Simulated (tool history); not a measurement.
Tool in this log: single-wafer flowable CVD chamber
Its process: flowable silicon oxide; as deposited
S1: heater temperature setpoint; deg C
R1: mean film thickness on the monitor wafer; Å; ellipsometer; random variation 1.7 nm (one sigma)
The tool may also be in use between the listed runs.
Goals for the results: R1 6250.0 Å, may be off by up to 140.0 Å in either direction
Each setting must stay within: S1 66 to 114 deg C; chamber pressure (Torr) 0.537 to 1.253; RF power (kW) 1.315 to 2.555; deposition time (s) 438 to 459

{"run": 1, "day": 0.0, "S1": 90, "chamber pressure (Torr)": 0.895, "RF power (kW)": 1.935, "deposition time (s)": 459, "R1": 4372.0}
{"run": 2, "day": 0.142, "S1": 90, "chamber pressure (Torr)": 0.895, "RF power (kW)": 1.775, "deposition time (s)": 459, "R1": 4292.2}
{"run": 3, "day": 0.45, "S1": 90, "chamber pressure (Torr)": 1.021, "RF power (kW)": 1.775, "deposition time (s)": 459, "R1": 4747.3}
{"run": 4, "day": 0.571, "S1": 90, "chamber pressure (Torr)": 1.021, "RF power (kW)": 1.98, "deposition time (s)": 459, "R1": 4931.3}
{"run": 5, "day": 0.758, "S1": 90, "chamber pressure (Torr)": 1.021, "RF power (kW)": 1.98, "deposition time (s)": 438, "R1": 4688.3}
{"run": 6, "day": 0.846, "S1": 89, "chamber pressure (Torr)": 1.021, "RF power (kW)": 1.98, "deposition time (s)": 438, "R1": 4805.0}
{"run": 7, "day": 1.2, "S1": 88, "chamber pressure (Torr)": 1.022, "RF power (kW)": 1.98, "deposition time (s)": 438, "R1": 4957.4}
{"run": 8, "day": 1.275, "S1": 79, "chamber pressure (Torr)": 1.024, "RF power (kW)": 1.98, "deposition time (s)": 438, "R1": 6480.3}
{"run": 9, "day": 1.308, "S1": 79, "chamber pressure (Torr)": 1.024, "RF power (kW)": 1.98, "deposition time (s)": 438, "R1": 6487.9}

Of the 4 settings listed for the next run, only one would bring every result within its allowed miss of target. Which one?
{"run": "A", "day": 1.342, "S1": 77, "chamber pressure (Torr)": 0.965, "RF power (kW)": 2.245, "deposition time (s)": 438, "R1": "?"}
{"run": "B", "day": 1.342, "S1": 80, "chamber pressure (Torr)": 1.004, "RF power (kW)": 2.0, "deposition time (s)": 438, "R1": "?"}
{"run": "C", "day": 1.342, "S1": 78, "chamber pressure (Torr)": 0.913, "RF power (kW)": 2.18, "deposition time (s)": 459, "R1": "?"}
{"run": "D", "day": 1.342, "S1": 77, "chamber pressure (Torr)": 1.013, "RF power (kW)": 1.8, "deposition time (s)": 438, "R1": "?"}

move=A R1=6656.5
move=B R1=6237.2
move=C R1=6461.5
move=D R1=6604.9
A: further off than the last run
B: every result within its allowed miss
C: an improvement on the last run, though not all results are within tolerance
D: further off than the last run
Go with B: it meets all targets.
